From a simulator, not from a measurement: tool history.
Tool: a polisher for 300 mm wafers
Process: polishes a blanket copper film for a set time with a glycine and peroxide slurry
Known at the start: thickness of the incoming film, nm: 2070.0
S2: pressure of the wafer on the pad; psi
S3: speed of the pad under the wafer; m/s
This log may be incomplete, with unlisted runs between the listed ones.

run 1 hour=0 | flow_of_slurry_(ml/min)=175 S2=2 S3=1.28 polishing_time_(s)=78 | film_removed_(nm)=358.82
run 2 hour=2.8 | flow_of_slurry_(ml/min)=175 S2=2 S3=1.28 polishing_time_(s)=82 | film_removed_(nm)=368.92
run 3 hour=6.2 | flow_of_slurry_(ml/min)=215 S2=2 S3=1.28 polishing_time_(s)=82 | film_removed_(nm)=385.1
run 4 hour=11 | flow_of_slurry_(ml/min)=215 S2=1.9 S3=1.28 polishing_time_(s)=82 | film_removed_(nm)=369.39
run 5 hour=16.7 | flow_of_slurry_(ml/min)=215 S2=1.8 S3=1.28 polishing_time_(s)=82 | film_removed_(nm)=352.4
run 6 hour=19.6 | flow_of_slurry_(ml/min)=215 S2=1.7 S3=1.28 polishing_time_(s)=82 | film_removed_(nm)=337.26

What does the tool deliver on the next run?
run 7 hour=21.3 | flow_of_slurry_(ml/min)=215 S2=1.6 S3=1.28 polishing_time_(s)=82 | film_removed_(nm)=?

film removed (nm): 327.24
